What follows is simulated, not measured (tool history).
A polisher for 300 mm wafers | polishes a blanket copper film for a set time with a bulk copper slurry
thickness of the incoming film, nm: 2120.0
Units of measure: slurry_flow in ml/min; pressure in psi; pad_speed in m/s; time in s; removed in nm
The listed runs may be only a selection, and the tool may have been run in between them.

| run | hour | slurry_flow | pressure | pad_speed | slurry_solids | time | removed |
|---|---|---|---|---|---|---|---|
| 1 | 0 | 265 | 2.6 | 1.06 | 1 | 46 | 342.83 |
| 2 | 2.2 | 230 | 2.6 | 1.06 | 1 | 46 | 340.33 |
| 3 | 4.2 | 280 | 2.6 | 1.06 | 1 | 46 | 346.18 |
| 4 | 11.4 | 280 | 2.6 | 0.92 | 1 | 46 | 302.58 |
| 5 | 17.3 | 280 | 3 | 0.92 | 1 | 46 | 354.24 |
| 6 | 22.9 | 280 | 2.9 | 0.92 | 1 | 46 | 339.29 |
| 7 | 27.7 | 280 | 2.9 | 0.92 | 1 | 46 | 339.78 |
| 8 | 29.7 | 280 | 2.8 | 0.92 | 1 | 46 | 328.37 |
| 9 | 30.5 | 275 | 2.7 | 0.92 | 1 | 46 | 317.02 |
| 10 | 32.3 | 275 | 2.6 | 0.92 | 1 | 46 | 306.89 |

Run 11, settings as shown, results not yet in. Your forecast:
| 11 | 40.6 | 275 | 2.5 | 0.92 | 1 | 46 | ? |

{"run 11": {"removed": 292.94}}

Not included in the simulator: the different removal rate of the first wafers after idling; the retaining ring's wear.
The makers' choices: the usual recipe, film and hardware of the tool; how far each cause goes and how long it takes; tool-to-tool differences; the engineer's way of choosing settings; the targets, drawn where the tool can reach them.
